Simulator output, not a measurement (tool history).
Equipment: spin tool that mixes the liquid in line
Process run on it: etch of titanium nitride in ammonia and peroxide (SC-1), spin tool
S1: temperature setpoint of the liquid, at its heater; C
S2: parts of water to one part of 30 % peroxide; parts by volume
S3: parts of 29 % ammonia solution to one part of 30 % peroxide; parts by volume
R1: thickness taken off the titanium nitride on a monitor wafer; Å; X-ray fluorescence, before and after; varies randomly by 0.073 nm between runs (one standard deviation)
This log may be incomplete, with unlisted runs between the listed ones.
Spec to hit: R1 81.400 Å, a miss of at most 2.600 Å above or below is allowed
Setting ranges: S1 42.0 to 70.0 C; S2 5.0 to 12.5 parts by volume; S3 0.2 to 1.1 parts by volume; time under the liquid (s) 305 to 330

Run 1, hour 0.0: S1 58.0 C, S2 7.0 parts by volume, S3 0.6 parts by volume, time under the liquid (s) 305. Result: R1 200.510 Å.
Run 2, hour 0.7: S1 58.0 C, S2 7.0 parts by volume, S3 0.6 parts by volume, time under the liquid (s) 330. Result: R1 218.010 Å.
Run 3, hour 5.6: S1 62.5 C, S2 7.0 parts by volume, S3 0.6 parts by volume, time under the liquid (s) 330. Result: R1 291.450 Å.
Run 4, hour 9.2: S1 58.0 C, S2 7.0 parts by volume, S3 0.6 parts by volume, time under the liquid (s) 330. Result: R1 216.020 Å.
Run 5, hour 14.9: S1 55.0 C, S2 7.0 parts by volume, S3 0.6 parts by volume, time under the liquid (s) 330. Result: R1 179.950 Å.
Run 6, hour 22.1: S1 55.0 C, S2 9.0 parts by volume, S3 0.6 parts by volume, time under the liquid (s) 330. Result: R1 158.610 Å.
Run 7, hour 28.8: S1 53.0 C, S2 9.0 parts by volume, S3 0.6 parts by volume, time under the liquid (s) 330. Result: R1 137.320 Å.
Run 8, hour 35.2: S1 51.5 C, S2 9.0 parts by volume, S3 0.6 parts by volume, time under the liquid (s) 330. Result: R1 123.610 Å.
Run 9, hour 42.3: S1 50.0 C, S2 9.0 parts by volume, S3 0.6 parts by volume, time under the liquid (s) 330. Result: R1 113.870 Å.
Run 10, hour 46.0: S1 49.0 C, S2 9.0 parts by volume, S3 0.6 parts by volume, time under the liquid (s) 330. Result: R1 103.240 Å.
Run 11, hour 47.4: S1 48.5 C, S2 9.0 parts by volume, S3 0.6 parts by volume, time under the liquid (s) 330. Result: R1 101.070 Å.
Run 12, hour 49.1: S1 48.0 C, S2 9.0 parts by volume, S3 0.6 parts by volume, time under the liquid (s) 330. Result: R1 97.500 Å.
Run 13, hour 53.5: S1 47.5 C, S2 9.0 parts by volume, S3 0.6 parts by volume, time under the liquid (s) 330. Result: R1 94.498 Å.
Run 14, hour 61.4: S1 47.0 C, S2 9.0 parts by volume, S3 0.6 parts by volume, time under the liquid (s) 330. Result: R1 89.866 Å.
Run 15, hour 67.3: S1 46.5 C, S2 9.0 parts by volume, S3 0.6 parts by volume, time under the liquid (s) 330. Result: R1 87.228 Å.
Run 16, hour 68.3: S1 46.0 C, S2 9.0 parts by volume, S3 0.6 parts by volume, time under the liquid (s) 330. Result: R1 85.349 Å.

Next run, 4 choices. One meets every target within its allowed miss, the rest don't. Which?
Run A, hour 69.3: S1 49.5 C, S2 11.0 parts by volume, S3 0.4 parts by volume, time under the liquid (s) 330. Result: R1 ?.
Run B, hour 69.3: S1 47.0 C, S2 8.0 parts by volume, S3 0.4 parts by volume, time under the liquid (s) 330. Result: R1 ?.
Run C, hour 69.3: S1 44.0 C, S2 6.5 parts by volume, S3 0.9 parts by volume, time under the liquid (s) 325. Result: R1 ?.
Run D, hour 69.3: S1 49.0 C, S2 12.5 parts by volume, S3 0.6 parts by volume, time under the liquid (s) 305. Result: R1 ?.

move      R1
   A  89.922
   B  89.036
   C  88.985
   D  80.573
A: its largest miss is bigger than the last run's
B: its largest miss is bigger than the last run's
C: its largest miss is bigger than the last run's
D: each result inside its tolerance
The right move is D.

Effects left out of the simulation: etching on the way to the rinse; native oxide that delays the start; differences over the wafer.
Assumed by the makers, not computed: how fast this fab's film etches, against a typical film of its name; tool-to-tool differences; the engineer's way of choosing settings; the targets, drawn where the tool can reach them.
